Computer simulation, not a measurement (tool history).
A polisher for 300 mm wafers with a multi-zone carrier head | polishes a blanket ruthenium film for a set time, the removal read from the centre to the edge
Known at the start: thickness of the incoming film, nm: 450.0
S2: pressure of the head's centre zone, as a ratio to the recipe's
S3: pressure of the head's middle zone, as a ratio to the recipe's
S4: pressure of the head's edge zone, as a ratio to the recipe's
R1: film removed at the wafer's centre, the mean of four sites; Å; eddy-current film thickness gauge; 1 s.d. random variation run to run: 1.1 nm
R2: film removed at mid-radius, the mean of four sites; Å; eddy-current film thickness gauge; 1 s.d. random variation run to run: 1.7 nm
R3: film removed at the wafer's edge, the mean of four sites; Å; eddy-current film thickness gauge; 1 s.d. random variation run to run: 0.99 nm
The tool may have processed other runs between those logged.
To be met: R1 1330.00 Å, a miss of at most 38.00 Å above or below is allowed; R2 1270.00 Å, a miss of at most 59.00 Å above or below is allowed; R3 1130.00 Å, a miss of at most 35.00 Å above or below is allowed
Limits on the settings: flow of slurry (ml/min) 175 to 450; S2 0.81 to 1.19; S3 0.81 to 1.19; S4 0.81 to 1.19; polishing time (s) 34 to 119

{"run": 1, "hour": 0.0, "flow of slurry (ml/min)": 290, "S2": 1.0, "S3": 1.0, "S4": 1.0, "polishing time (s)": 76, "R1": 949.19, "R2": 897.98, "R3": 919.46}
{"run": 2, "hour": 2.2, "flow of slurry (ml/min)": 300, "S2": 1.04, "S3": 1.05, "S4": 1.01, "polishing time (s)": 79, "R1": 1014.1, "R2": 1006.0, "R3": 946.98}
{"run": 3, "hour": 7.9, "flow of slurry (ml/min)": 305, "S2": 1.07, "S3": 1.06, "S4": 1.03, "polishing time (s)": 82, "R1": 1090.5, "R2": 1032.8, "R3": 1006.7}
{"run": 4, "hour": 10.3, "flow of slurry (ml/min)": 305, "S2": 1.07, "S3": 0.99, "S4": 1.03, "polishing time (s)": 82, "R1": 1072.6, "R2": 993.13, "R3": 992.2}
{"run": 5, "hour": 17.7, "flow of slurry (ml/min)": 310, "S2": 1.09, "S3": 1.02, "S4": 1.04, "polishing time (s)": 84, "R1": 1128.4, "R2": 1020.0, "R3": 1027.1}
{"run": 6, "hour": 19.3, "flow of slurry (ml/min)": 315, "S2": 1.11, "S3": 1.06, "S4": 1.04, "polishing time (s)": 86, "R1": 1170.9, "R2": 1106.2, "R3": 1056.6}
{"run": 7, "hour": 27.3, "flow of slurry (ml/min)": 320, "S2": 1.13, "S3": 1.08, "S4": 1.04, "polishing time (s)": 87, "R1": 1203.8, "R2": 1137.7, "R3": 1071.7}
{"run": 8, "hour": 34.1, "flow of slurry (ml/min)": 325, "S2": 1.14, "S3": 1.09, "S4": 1.04, "polishing time (s)": 88, "R1": 1225.7, "R2": 1154.3, "R3": 1095.8}
{"run": 9, "hour": 37.5, "flow of slurry (ml/min)": 325, "S2": 1.15, "S3": 1.1, "S4": 1.03, "polishing time (s)": 89, "R1": 1253.0, "R2": 1179.3, "R3": 1095.9}
{"run": 10, "hour": 43.1, "flow of slurry (ml/min)": 330, "S2": 1.16, "S3": 1.11, "S4": 1.03, "polishing time (s)": 90, "R1": 1287.0, "R2": 1185.5, "R3": 1083.8}
{"run": 11, "hour": 50.6, "flow of slurry (ml/min)": 330, "S2": 1.16, "S3": 1.12, "S4": 1.04, "polishing time (s)": 90, "R1": 1288.5, "R2": 1228.1, "R3": 1098.5}
{"run": 12, "hour": 51.4, "flow of slurry (ml/min)": 330, "S2": 1.17, "S3": 1.12, "S4": 1.05, "polishing time (s)": 90, "R1": 1299.7, "R2": 1188.1, "R3": 1088.8}

Below are 5 possible settings for the next run. Only one of them brings all results inside the allowed miss of their targets. Which is it?
{"run": "A", "hour": 52.2, "flow of slurry (ml/min)": 305, "S2": 1.12, "S3": 1.19, "S4": 0.93, "polishing time (s)": 97, "R1": "?", "R2": "?", "R3": "?"}
{"run": "B", "hour": 52.2, "flow of slurry (ml/min)": 335, "S2": 1.02, "S3": 1.19, "S4": 0.94, "polishing time (s)": 96, "R1": "?", "R2": "?", "R3": "?"}
{"run": "C", "hour": 52.2, "flow of slurry (ml/min)": 360, "S2": 1.19, "S3": 1.11, "S4": 1.09, "polishing time (s)": 83, "R1": "?", "R2": "?", "R3": "?"}
{"run": "D", "hour": 52.2, "flow of slurry (ml/min)": 290, "S2": 1.16, "S3": 1.13, "S4": 1.0, "polishing time (s)": 95, "R1": "?", "R2": "?", "R3": "?"}
{"run": "E", "hour": 52.2, "flow of slurry (ml/min)": 340, "S2": 1.19, "S3": 1.19, "S4": 1.0, "polishing time (s)": 87, "R1": "?", "R2": "?", "R3": "?"}

move=A R1=1321.20 R2=1356.90 R3=1117.00
move=B R1=1218.70 R2=1354.70 R3=1117.50
move=C R1=1208.90 R2=1108.50 R3=1036.60
move=D R1=1326.00 R2=1264.60 R3=1125.20
move=E R1=1261.50 R2=1228.20 R3=1040.90
A: carries the result that was furthest off beyond its target, to the other side
B: carries the result that was furthest off beyond its target, to the other side
C: further off than the last run
D: hits every target within its allowed miss
E: brings the last run's worst result on target, with another outside its allowed miss
D is the move that brings every result within its allowed miss.

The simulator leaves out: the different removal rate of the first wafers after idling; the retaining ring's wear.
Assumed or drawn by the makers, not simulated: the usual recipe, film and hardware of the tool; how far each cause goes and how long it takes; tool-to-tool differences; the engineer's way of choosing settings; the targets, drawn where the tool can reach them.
